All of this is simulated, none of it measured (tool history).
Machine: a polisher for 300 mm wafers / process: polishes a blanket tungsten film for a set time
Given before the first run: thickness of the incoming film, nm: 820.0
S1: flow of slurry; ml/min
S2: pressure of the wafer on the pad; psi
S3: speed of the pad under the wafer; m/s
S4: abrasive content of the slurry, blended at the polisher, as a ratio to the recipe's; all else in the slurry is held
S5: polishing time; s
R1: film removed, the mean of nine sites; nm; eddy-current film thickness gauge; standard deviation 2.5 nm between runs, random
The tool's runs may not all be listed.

{"run": 1, "day": 0.0, "S1": 280, "S2": 2.4, "S3": 1.42, "S4": 1, "S5": 56, "R1": 206.75}
{"run": 2, "day": 0.317, "S1": 280, "S2": 2.7, "S3": 1.42, "S4": 1, "S5": 56, "R1": 231.6}
{"run": 3, "day": 0.629, "S1": 280, "S2": 2.9, "S3": 1.44, "S4": 1, "S5": 56, "R1": 252.38}
{"run": 4, "day": 0.654, "S1": 280, "S2": 3.1, "S3": 1.46, "S4": 1, "S5": 56, "R1": 270.72}
{"run": 5, "day": 0.775, "S1": 280, "S2": 3.5, "S3": 1.46, "S4": 1, "S5": 56, "R1": 302.99}
{"run": 6, "day": 1.138, "S1": 340, "S2": 3.5, "S3": 1.46, "S4": 1, "S5": 56, "R1": 315.73}
{"run": 7, "day": 1.179, "S1": 340, "S2": 3.5, "S3": 1.46, "S4": 1, "S5": 56, "R1": 311.83}

Run 8, settings as shown, results not yet in. Your forecast:
{"day": 1.304, "done": "slurry nozzle cleaned"}
{"run": 8, "day": 1.304, "S1": 340, "S2": 3.5, "S3": 1.5, "S4": 1, "S5": 56, "R1": "?"}

Run 8 yielded R1 334.65 nm.
